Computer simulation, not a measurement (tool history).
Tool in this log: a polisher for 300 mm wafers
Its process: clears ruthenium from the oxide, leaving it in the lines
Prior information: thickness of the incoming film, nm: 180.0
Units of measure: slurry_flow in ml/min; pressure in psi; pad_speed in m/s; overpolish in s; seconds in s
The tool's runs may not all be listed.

Run 1, hour 0.0: slurry_flow 150 ml/min, pressure 2.2 psi, pad_speed 1.28 m/s, overpolish 15 s. Result: seconds 138.88 s.
Run 2, hour 8.4: slurry_flow 150 ml/min, pressure 2.2 psi, pad_speed 1.06 m/s, overpolish 15 s. Result: seconds 166.94 s.
Run 3, hour 10.7: slurry_flow 150 ml/min, pressure 2.1 psi, pad_speed 1.06 m/s, overpolish 15 s. Result: seconds 174.41 s.
Run 4, hour 16.4: slurry_flow 150 ml/min, pressure 2.1 psi, pad_speed 1.24 m/s, overpolish 15 s. Result: seconds 149.21 s.
Run 5, hour 21.8: slurry_flow 150 ml/min, pressure 2.1 psi, pad_speed 1.24 m/s, overpolish 16 s. Result: seconds 148.10 s.
Run 6, hour 29.0: slurry_flow 150 ml/min, pressure 2.3 psi, pad_speed 1.24 m/s, overpolish 16 s. Result: seconds 138.47 s.

Expected results for the next run?
Run 7, hour 32.6: slurry_flow 150 ml/min, pressure 2.1 psi, pad_speed 1.22 m/s, overpolish 16 s. Result: seconds ?.

seconds: 149.01 s
